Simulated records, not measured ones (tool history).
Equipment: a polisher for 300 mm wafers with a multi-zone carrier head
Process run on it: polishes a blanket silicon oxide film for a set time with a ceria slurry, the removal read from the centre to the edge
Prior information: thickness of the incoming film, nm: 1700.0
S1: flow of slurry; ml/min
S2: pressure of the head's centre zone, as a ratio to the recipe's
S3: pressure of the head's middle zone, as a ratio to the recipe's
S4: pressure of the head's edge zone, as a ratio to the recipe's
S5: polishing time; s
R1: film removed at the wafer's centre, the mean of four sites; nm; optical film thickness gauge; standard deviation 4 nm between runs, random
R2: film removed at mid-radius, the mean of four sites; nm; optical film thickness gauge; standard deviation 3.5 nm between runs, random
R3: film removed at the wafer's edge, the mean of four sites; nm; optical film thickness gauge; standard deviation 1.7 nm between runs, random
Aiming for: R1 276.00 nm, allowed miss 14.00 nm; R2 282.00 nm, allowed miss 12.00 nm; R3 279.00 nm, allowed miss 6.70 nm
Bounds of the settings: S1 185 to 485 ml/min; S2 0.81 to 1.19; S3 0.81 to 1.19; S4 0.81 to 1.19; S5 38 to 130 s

run,day,S1,S2,S3,S4,S5,R1,R2,R3
1,0.000,310,1.00,1.00,1.00,84,494.09,515.52,512.40
2,0.212,305,0.99,0.99,0.97,75,448.03,462.77,455.80
3,0.375,290,0.97,0.98,0.95,68,405.67,407.18,400.49
4,0.708,285,0.94,0.97,0.94,64,345.42,386.51,380.88
5,0.767,280,0.94,0.96,0.92,60,334.05,356.96,353.80
6,1.050,280,0.94,0.96,0.92,41,235.31,241.82,238.62
7,1.192,280,0.94,0.96,0.92,43,244.46,252.51,250.26
8,1.379,280,0.94,0.96,0.92,44,243.58,266.64,257.80
9,1.408,280,0.95,0.96,0.92,45,259.74,270.71,266.82

Below are 5 possible settings for the next run. Only one of them brings all results inside the allowed miss of their targets. Which is it?
A,1.438,275,1.05,0.96,0.86,46,?,?,?
B,1.438,200,0.93,0.90,0.83,51,?,?,?
C,1.438,390,1.10,1.02,0.94,41,?,?,?
D,1.438,255,1.06,1.06,0.86,46,?,?,?
E,1.438,210,0.88,0.97,0.96,49,?,?,?

move,R1,R2,R3
A,281.14,269.83,259.04
B,267.86,278.26,277.40
C,269.88,257.70,244.87
D,282.17,288.85,257.59
E,244.65,283.62,285.51
A: misses by more than the last run did
B: all results land within tolerance of their targets
C: misses by more than the last run did
D: misses by more than the last run did
E: brings the result that was furthest off to its target, and leaves another outside
Go with B: it meets all targets.
